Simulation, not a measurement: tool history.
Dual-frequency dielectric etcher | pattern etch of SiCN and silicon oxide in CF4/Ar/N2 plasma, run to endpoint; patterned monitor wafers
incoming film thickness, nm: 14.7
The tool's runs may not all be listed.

run,day,source power (kW),bias power (kW),Ar flow (sccm),CF4 flow (sccm),endpoint time (s)
1,0.000,0.490,0.086,80,80,13.461
2,0.371,0.470,0.086,80,80,14.120
3,0.625,0.420,0.086,80,80,15.891
4,0.933,0.400,0.086,80,80,16.938
5,1.212,0.400,0.099,80,80,16.318
6,1.417,0.470,0.099,80,80,13.512
7,1.746,0.460,0.099,80,80,13.833
8,1.792,0.450,0.099,80,80,14.171
9,1.871,0.450,0.099,80,80,14.218
10,2.146,0.440,0.099,80,80,14.701

Predict the results of run 11:
11,2.171,0.340,0.097,80,80,?

{"run 11": {"endpoint time (s)": 20.201}}
